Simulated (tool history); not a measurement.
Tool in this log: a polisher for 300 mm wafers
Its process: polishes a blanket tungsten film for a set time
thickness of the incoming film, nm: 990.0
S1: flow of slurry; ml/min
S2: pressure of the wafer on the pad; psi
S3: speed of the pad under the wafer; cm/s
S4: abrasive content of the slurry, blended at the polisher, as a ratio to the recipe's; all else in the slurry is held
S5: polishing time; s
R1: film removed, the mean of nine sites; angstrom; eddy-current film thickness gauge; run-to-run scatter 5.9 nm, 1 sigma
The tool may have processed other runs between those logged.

run 1 hour=0.0 | S1=195 S2=2.8 S3=116 S4=1.0 S5=84 | R1=3047.6
run 2 hour=1.0 | S1=195 S2=3.0 S3=116 S4=1.0 S5=84 | R1=3262.3
run 3 hour=6.1 | S1=230 S2=3.0 S3=116 S4=1.0 S5=84 | R1=3324.9
run 4 hour=12.7 | S1=230 S2=3.2 S3=116 S4=1.0 S5=84 | R1=3508.4
run 5 hour=16.2 | S1=230 S2=3.3 S3=116 S4=1.0 S5=84 | R1=3588.7
run 6 hour=19.4 | S1=230 S2=3.4 S3=116 S4=1.0 S5=84 | R1=3713.9

Run 7 has not been measured yet. What should we expect?
run 7 hour=23.1 | S1=230 S2=3.5 S3=116 S4=1.0 S5=84 | R1=?

{"run 7": {"R1": 3803.9}}
